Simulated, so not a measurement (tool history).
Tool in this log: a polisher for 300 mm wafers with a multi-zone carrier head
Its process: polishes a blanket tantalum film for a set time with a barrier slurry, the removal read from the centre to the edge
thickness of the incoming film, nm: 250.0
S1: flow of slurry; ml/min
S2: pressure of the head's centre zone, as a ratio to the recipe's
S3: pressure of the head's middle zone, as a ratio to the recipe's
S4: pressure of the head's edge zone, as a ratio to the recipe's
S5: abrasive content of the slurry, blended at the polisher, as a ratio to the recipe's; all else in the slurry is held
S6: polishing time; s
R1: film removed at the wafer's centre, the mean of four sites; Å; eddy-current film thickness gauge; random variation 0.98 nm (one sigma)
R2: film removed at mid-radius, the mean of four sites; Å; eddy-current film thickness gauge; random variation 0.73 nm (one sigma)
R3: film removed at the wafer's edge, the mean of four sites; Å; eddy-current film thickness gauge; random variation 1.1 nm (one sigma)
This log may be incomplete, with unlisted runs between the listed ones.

| run | hour | S1 | S2 | S3 | S4 | S5 | S6 | R1 | R2 | R3 |
|---|---|---|---|---|---|---|---|---|---|---|
| 1 | 0.0 | 185 | 1.00 | 1.00 | 1.00 | 1.00 | 36 | 540.04 | 564.37 | 560.82 |
| 2 | 3.7 | 185 | 1.00 | 1.00 | 1.00 | 1.20 | 36 | 565.92 | 587.69 | 591.13 |
| 3 | 12.7 | 185 | 1.00 | 0.92 | 1.00 | 1.20 | 36 | 561.79 | 542.29 | 583.28 |
| 4 | 19.4 | 185 | 0.95 | 0.92 | 1.00 | 1.20 | 36 | 539.86 | 546.35 | 573.58 |
| 5 | 20.2 | 185 | 0.95 | 0.92 | 1.00 | 1.05 | 36 | 529.38 | 532.08 | 564.43 |
| 6 | 23.8 | 195 | 0.98 | 0.95 | 1.01 | 1.10 | 37 | 574.47 | 566.32 | 601.48 |
| 7 | 25.6 | 200 | 0.99 | 0.98 | 1.01 | 1.15 | 38 | 600.16 | 610.76 | 629.44 |
| 8 | 31.3 | 200 | 0.99 | 0.98 | 1.01 | 1.15 | 38 | 592.33 | 613.00 | 618.15 |
| 9 | 31.9 | 205 | 1.01 | 1.00 | 1.02 | 1.20 | 39 | 631.97 | 652.70 | 657.29 |
| 10 | 37.3 | 210 | 1.03 | 1.02 | 1.03 | 1.25 | 39 | 653.29 | 654.81 | 643.55 |
| 11 | 38.4 | 210 | 1.03 | 1.03 | 1.03 | 1.30 | 40 | 680.43 | 686.60 | 677.08 |
| 12 | 39.5 | 215 | 1.03 | 1.04 | 1.04 | 1.35 | 41 | 699.89 | 717.04 | 710.69 |
| 13 | 48.4 | 220 | 1.04 | 1.05 | 1.05 | 1.35 | 41 | 720.98 | 728.96 | 720.24 |

For run 14, what comes out?
| 14 | 49.2 | 225 | 1.05 | 1.06 | 1.06 | 1.35 | 41 | ? | ? | ? |

{"run 14": {"R1": 743.84, "R2": 736.59, "R3": 712.14}}
